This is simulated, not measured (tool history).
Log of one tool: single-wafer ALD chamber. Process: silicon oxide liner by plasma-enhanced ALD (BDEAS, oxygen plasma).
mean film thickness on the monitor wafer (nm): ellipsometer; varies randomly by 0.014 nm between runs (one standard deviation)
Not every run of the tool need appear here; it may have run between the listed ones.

| run | day | heater temperature setpoint (°C) | number of ALD cycles (cycles) | mean film thickness on the monitor wafer (nm) |
|---|---|---|---|---|
| 1 | 0 | 310 | 39 | 3.5009 |
| 2 | 0.179 | 310 | 34 | 3.0546 |
| 3 | 0.392 | 319 | 34 | 3.0088 |
| 4 | 0.471 | 323 | 34 | 3.0268 |
| 5 | 0.525 | 331 | 34 | 2.9545 |
| 6 | 0.725 | 331 | 31 | 2.6957 |
| 7 | 0.921 | 328 | 32 | 2.8106 |
| 8 | 1.104 | 328 | 32 | 2.802 |

Expected results for the next run?
| 9 | 1.146 | 326 | 33 | ? |

{"run 9": {"mean film thickness on the monitor wafer (nm)": 2.9126}}

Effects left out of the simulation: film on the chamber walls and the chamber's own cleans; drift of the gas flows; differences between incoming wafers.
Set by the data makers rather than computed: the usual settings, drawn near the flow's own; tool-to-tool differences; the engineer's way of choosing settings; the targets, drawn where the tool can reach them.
